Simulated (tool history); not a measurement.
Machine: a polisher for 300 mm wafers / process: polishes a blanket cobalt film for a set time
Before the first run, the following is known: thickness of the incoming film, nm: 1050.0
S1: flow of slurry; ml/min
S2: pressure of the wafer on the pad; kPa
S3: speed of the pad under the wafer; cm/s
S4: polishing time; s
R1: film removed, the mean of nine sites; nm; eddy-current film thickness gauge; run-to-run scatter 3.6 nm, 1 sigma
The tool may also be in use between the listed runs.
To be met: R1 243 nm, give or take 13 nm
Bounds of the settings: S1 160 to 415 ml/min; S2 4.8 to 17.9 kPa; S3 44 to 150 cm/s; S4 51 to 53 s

run,hour,S1,S2,S3,S4,R1
1,0,265,11,96,51,167.27
2,0.7,265,11.7,96,51,182.17
3,5.1,265,11.7,96,53,184.16
4,11,265,12.4,96,53,195.96
5,12.3,265,10.3,96,53,162.74
6,14.2,265,10.3,74,53,127.43
7,19.8,265,13.8,80,53,185.41
8,27.3,265,13.8,80,53,183.22

Which of these 4 next moves meets every target?
A,34.8,250,15.2,96,53,?
B,34.8,260,12.4,70,51,?
C,34.8,250,13.1,94,53,?
D,34.8,220,16.5,64,53,?

move,R1
A,242.95
B,142.14
C,206.3
D,177.21
A: hits every target within its allowed miss
B: further off than the last run
C: closes in on the targets versus the last run, not all within tolerance yet
D: further off than the last run
Go with A: it meets all targets.
